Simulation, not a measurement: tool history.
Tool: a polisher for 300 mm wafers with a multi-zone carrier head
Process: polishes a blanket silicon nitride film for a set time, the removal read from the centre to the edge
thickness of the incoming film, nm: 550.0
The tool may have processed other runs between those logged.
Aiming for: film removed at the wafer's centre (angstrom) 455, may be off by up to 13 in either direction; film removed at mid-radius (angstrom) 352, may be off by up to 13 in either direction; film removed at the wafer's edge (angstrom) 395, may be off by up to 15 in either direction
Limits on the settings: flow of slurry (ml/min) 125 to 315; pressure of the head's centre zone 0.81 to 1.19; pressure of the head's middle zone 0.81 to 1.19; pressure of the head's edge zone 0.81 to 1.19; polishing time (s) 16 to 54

| run | hour | flow of slurry (ml/min) | pressure of the head's centre zone | pressure of the head's middle zone | pressure of the head's edge zone | polishing time (s) | film removed at the wafer's centre (angstrom) | film removed at mid-radius (angstrom) | film removed at the wafer's edge (angstrom) |
|---|---|---|---|---|---|---|---|---|---|
| 1 | 0 | 205 | 1 | 1 | 1 | 35 | 532.8 | 536.9 | 539.25 |
| 2 | 5 | 200 | 1.03 | 0.94 | 0.96 | 32 | 496.29 | 460 | 490.93 |
| 3 | 8.9 | 245 | 1.03 | 0.94 | 0.96 | 32 | 513.63 | 482.45 | 501.69 |
| 4 | 16.7 | 210 | 1.03 | 0.94 | 0.96 | 32 | 504.7 | 466.95 | 487.35 |
| 5 | 24.8 | 180 | 1.03 | 0.94 | 0.96 | 32 | 488.34 | 460.7 | 480.09 |
| 6 | 29.6 | 160 | 1.03 | 0.94 | 0.96 | 32 | 474.23 | 442.94 | 466.5 |
| 7 | 35.9 | 150 | 1.06 | 0.9 | 0.93 | 31 | 463.13 | 405.88 | 448.02 |
| 8 | 39.4 | 150 | 1.09 | 0.89 | 0.9 | 30 | 466.16 | 387.29 | 424.52 |

Consider the 4 candidate settings below. Which is the only one whose results all fall within their allowed miss of target?
| A | 42.9 | 145 | 1.09 | 0.82 | 0.93 | 31 | ? | ? | ? |
| B | 42.9 | 130 | 1.18 | 0.89 | 0.93 | 28 | ? | ? | ? |
| C | 42.9 | 165 | 1.08 | 0.92 | 0.88 | 29 | ? | ? | ? |
| D | 42.9 | 145 | 1.1 | 0.87 | 0.86 | 30 | ? | ? | ? |

| move | film removed at the wafer's centre (angstrom) | film removed at mid-radius (angstrom) | film removed at the wafer's edge (angstrom) |
|---|---|---|---|
| A | 472.87 | 376.34 | 431.02 |
| B | 448.02 | 353.64 | 381.52 |
| C | 452.76 | 398.11 | 400.99 |
| D | 461.93 | 382.35 | 402.84 |
A: closes in on the targets versus the last run, not all within tolerance yet
B: every result within its allowed miss
C: misses by more than the last run did
D: closes in on the targets versus the last run, not all within tolerance yet
Correct choice: B, which meets every target

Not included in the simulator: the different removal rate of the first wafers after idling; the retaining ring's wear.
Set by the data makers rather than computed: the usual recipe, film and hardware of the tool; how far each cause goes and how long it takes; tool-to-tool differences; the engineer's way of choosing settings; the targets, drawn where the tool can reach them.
